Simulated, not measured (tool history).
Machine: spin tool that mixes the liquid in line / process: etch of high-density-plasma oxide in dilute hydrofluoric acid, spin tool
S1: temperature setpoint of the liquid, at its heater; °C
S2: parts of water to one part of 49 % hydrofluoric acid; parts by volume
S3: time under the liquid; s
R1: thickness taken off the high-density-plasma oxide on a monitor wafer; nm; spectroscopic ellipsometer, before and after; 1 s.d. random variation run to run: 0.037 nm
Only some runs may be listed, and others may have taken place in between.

{"run": 1, "hour": 0.0, "S1": 20.0, "S2": 245, "S3": 300, "R1": 4.6541}
{"run": 2, "hour": 1.2, "S1": 19.5, "S2": 250, "S3": 300, "R1": 4.4584}
{"run": 3, "hour": 2.1, "S1": 19.0, "S2": 255, "S3": 300, "R1": 4.3509}
{"run": 4, "hour": 8.9, "S1": 18.5, "S2": 260, "S3": 300, "R1": 4.1655}
{"run": 5, "hour": 10.8, "S1": 18.0, "S2": 265, "S3": 300, "R1": 4.0848}
{"run": 6, "hour": 13.6, "S1": 20.0, "S2": 265, "S3": 300, "R1": 4.2624}

Run 7 is up next; what results do you expect?
{"run": 7, "hour": 21.3, "S1": 19.5, "S2": 270, "S3": 300, "R1": "?"}

R1: 4.1268 nm
